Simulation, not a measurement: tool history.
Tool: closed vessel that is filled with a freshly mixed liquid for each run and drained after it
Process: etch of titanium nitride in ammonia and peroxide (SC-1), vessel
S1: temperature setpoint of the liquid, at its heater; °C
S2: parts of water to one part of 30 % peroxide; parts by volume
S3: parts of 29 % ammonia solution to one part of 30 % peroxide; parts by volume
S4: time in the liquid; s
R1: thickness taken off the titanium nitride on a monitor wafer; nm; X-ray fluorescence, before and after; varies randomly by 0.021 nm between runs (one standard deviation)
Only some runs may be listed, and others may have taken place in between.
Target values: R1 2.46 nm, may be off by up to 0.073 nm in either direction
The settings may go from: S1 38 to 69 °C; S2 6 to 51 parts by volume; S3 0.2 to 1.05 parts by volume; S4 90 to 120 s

{"run": 1, "hour": 0.0, "S1": 53, "S2": 28.5, "S3": 0.55, "S4": 120, "R1": 7.4895}
{"run": 2, "hour": 8.2, "S1": 49, "S2": 29.5, "S3": 0.55, "S4": 120, "R1": 5.538}
{"run": 3, "hour": 13.0, "S1": 46, "S2": 30, "S3": 0.55, "S4": 120, "R1": 4.3548}
{"run": 4, "hour": 17.5, "S1": 42, "S2": 30, "S3": 0.55, "S4": 120, "R1": 3.3444}
{"run": 5, "hour": 21.9, "S1": 41, "S2": 30.5, "S3": 0.55, "S4": 120, "R1": 3.0664}
{"run": 6, "hour": 30.6, "S1": 41, "S2": 30.5, "S3": 0.35, "S4": 120, "R1": 2.8105}
{"run": 7, "hour": 34.4, "S1": 40.5, "S2": 30.5, "S3": 0.35, "S4": 120, "R1": 2.6576}
{"run": 8, "hour": 39.2, "S1": 40, "S2": 30.5, "S3": 0.35, "S4": 120, "R1": 2.601}

Exercise: of the 4 proposed moves below, exactly one satisfies all targets within the stated allowed misses. Which move is it?
{"run": "A", "hour": 44.0, "S1": 45, "S2": 41.5, "S3": 0.45, "S4": 90, "R1": "?"}
{"run": "B", "hour": 44.0, "S1": 41.5, "S2": 29, "S3": 0.2, "S4": 120, "R1": "?"}
{"run": "C", "hour": 44.0, "S1": 42.5, "S2": 37, "S3": 0.25, "S4": 120, "R1": "?"}
{"run": "D", "hour": 44.0, "S1": 39.5, "S2": 20, "S3": 0.2, "S4": 110, "R1": "?"}

move=A R1=2.4404
move=B R1=2.6501
move=C R1=2.5875
move=D R1=2.5908
A: all results land within tolerance of their targets
B: its largest miss is bigger than the last run's
C: nearer than the last run, and not there yet
D: nearer than the last run, and not there yet
A meets every target.
